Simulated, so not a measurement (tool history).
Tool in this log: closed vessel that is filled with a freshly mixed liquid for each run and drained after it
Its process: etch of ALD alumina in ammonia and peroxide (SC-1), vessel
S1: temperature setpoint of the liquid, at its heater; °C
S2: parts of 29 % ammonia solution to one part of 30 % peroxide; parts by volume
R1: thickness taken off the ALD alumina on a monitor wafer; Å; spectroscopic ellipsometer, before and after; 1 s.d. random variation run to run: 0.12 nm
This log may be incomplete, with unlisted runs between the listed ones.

{"run": 1, "hour": 0.0, "S1": 51.0, "S2": 0.7, "time in the liquid (s)": 730, "R1": 294.43}
{"run": 2, "hour": 1.2, "S1": 45.0, "S2": 0.7, "time in the liquid (s)": 730, "R1": 212.06}
{"run": 3, "hour": 10.4, "S1": 47.0, "S2": 0.7, "time in the liquid (s)": 730, "R1": 236.9}
{"run": 4, "hour": 13.8, "S1": 47.0, "S2": 0.7, "time in the liquid (s)": 785, "R1": 257.46}
{"run": 5, "hour": 22.6, "S1": 47.0, "S2": 0.85, "time in the liquid (s)": 785, "R1": 262.6}
{"run": 6, "hour": 26.0, "S1": 48.5, "S2": 0.85, "time in the liquid (s)": 785, "R1": 283.0}

Run 7 comes next. What will it give?
{"run": 7, "hour": 31.1, "S1": 49.5, "S2": 0.85, "time in the liquid (s)": 785, "R1": "?"}

{"run 7": {"R1": 298.49}}

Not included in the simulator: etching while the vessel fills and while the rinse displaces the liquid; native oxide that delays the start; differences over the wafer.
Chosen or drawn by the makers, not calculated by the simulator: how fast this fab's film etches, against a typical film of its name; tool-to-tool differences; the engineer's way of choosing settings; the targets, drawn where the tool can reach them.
